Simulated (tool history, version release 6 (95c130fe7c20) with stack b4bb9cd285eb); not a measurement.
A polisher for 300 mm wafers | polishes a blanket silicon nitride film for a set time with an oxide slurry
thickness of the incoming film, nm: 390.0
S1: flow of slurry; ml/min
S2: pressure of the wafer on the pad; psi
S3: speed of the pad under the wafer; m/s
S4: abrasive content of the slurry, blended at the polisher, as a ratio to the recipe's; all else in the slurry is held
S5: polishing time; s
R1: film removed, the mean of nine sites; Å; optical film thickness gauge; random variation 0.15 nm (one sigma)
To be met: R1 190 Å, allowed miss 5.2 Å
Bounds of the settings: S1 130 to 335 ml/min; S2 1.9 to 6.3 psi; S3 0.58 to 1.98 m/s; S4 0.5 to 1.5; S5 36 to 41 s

{"run": 1, "hour": 0.0, "S1": 215, "S2": 4.1, "S3": 1.28, "S4": 1, "S5": 41, "R1": 304.48}
{"run": 2, "hour": 7.9, "S1": 215, "S2": 4.1, "S3": 1.28, "S4": 1.15, "S5": 41, "R1": 327.66}
{"run": 3, "hour": 15.2, "S1": 215, "S2": 3.9, "S3": 1.28, "S4": 1.15, "S5": 41, "R1": 306.04}
{"run": 4, "hour": 22.9, "S1": 215, "S2": 3.9, "S3": 1.28, "S4": 1.15, "S5": 41, "R1": 309.35}
{"run": 5, "hour": 30.2, "S1": 215, "S2": 3.9, "S3": 1.06, "S4": 1.15, "S5": 41, "R1": 270.43}
{"run": 6, "hour": 38.6, "S1": 215, "S2": 3.9, "S3": 1.06, "S4": 1.15, "S5": 36, "R1": 237.72}
{"run": 7, "hour": 40.2, "S1": 215, "S2": 3.8, "S3": 1.06, "S4": 1.15, "S5": 36, "R1": 228.31}
{"run": 8, "hour": 41.3, "S1": 215, "S2": 3.7, "S3": 1.06, "S4": 1.15, "S5": 36, "R1": 225.44}
{"run": 9, "hour": 49.7, "S1": 215, "S2": 3.6, "S3": 1.06, "S4": 1.15, "S5": 36, "R1": 220.47}
{"run": 10, "hour": 54.1, "S1": 215, "S2": 3.6, "S3": 1.06, "S4": 1.15, "S5": 36, "R1": 219.1}
{"run": 11, "hour": 57.2, "S1": 205, "S2": 3.3, "S3": 1.06, "S4": 1.15, "S5": 36, "R1": 200.93}
{"run": 12, "hour": 61.3, "S1": 200, "S2": 3.2, "S3": 1.06, "S4": 1.15, "S5": 36, "R1": 195.49}

4 next moves are on the table. One of them brings every result within its allowed miss. Which?
{"run": "A", "hour": 65.4, "S1": 220, "S2": 2.9, "S3": 1.24, "S4": 0.8, "S5": 41, "R1": "?"}
{"run": "B", "hour": 65.4, "S1": 150, "S2": 3.4, "S3": 0.98, "S4": 1.35, "S5": 36, "R1": "?"}
{"run": "C", "hour": 65.4, "S1": 165, "S2": 3.2, "S3": 1.16, "S4": 1, "S5": 37, "R1": "?"}
{"run": "D", "hour": 65.4, "S1": 210, "S2": 2.9, "S3": 0.82, "S4": 1.25, "S5": 41, "R1": "?"}

move=A R1=186.99
move=B R1=204
move=C R1=196.46
move=D R1=175.63
A: meets every target
B: further off than the last run
C: further off than the last run
D: takes the result that was furthest off past its target
Answer: A
